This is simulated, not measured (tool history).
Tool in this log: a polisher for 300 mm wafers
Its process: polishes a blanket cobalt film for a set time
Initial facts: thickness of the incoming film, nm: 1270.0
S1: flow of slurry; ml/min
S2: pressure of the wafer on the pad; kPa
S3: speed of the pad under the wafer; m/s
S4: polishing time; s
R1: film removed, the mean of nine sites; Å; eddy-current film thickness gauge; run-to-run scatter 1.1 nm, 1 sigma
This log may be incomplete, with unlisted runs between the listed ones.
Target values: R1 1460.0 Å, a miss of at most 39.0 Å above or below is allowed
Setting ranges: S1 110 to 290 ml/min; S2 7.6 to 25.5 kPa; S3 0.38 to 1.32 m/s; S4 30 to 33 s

run 1 day=0.000 | S1=185 S2=16.5 S3=0.84 S4=33 | R1=1732.2
run 2 day=0.179 | S1=180 S2=15.9 S3=0.84 S4=33 | R1=1691.5
run 3 day=0.396 | S1=180 S2=15.2 S3=0.84 S4=33 | R1=1585.7
run 4 day=0.604 | S1=180 S2=15.2 S3=0.84 S4=33 | R1=1601.0
run 5 day=0.854 | S1=175 S2=14.5 S3=0.84 S4=33 | R1=1514.5
run 6 day=1.196 | S1=175 S2=14.5 S3=0.66 S4=33 | R1=1207.2
run 7 day=1.329 | S1=180 S2=15.2 S3=0.66 S4=33 | R1=1252.6
-- day=1.508 worn pad replaced by a new one
run 8 day=1.508 | S1=180 S2=15.9 S3=0.66 S4=33 | R1=1371.0

Pick the move, out of 5, that brings all results within their allowed miss; only one does.
run A day=1.688 | S1=250 S2=20.0 S3=0.56 S4=33 | R1=?
run B day=1.688 | S1=150 S2=13.8 S3=0.84 S4=30 | R1=?
run C day=1.688 | S1=170 S2=16.5 S3=0.68 S4=33 | R1=?
run D day=1.688 | S1=190 S2=20.7 S3=0.50 S4=33 | R1=?
run E day=1.688 | S1=175 S2=17.9 S3=0.68 S4=32 | R1=?

move=A R1=1541.5
move=B R1=1351.5
move=C R1=1473.4
move=D R1=1385.0
move=E R1=1550.6
A: carries the result that was furthest off beyond its target, to the other side
B: the biggest miss grows against the last run
C: all results land within tolerance of their targets
D: gains on the last run, yet a result remains outside its allowed miss
E: carries the result that was furthest off beyond its target, to the other side
So the answer is move C, the one that meets all the targets.
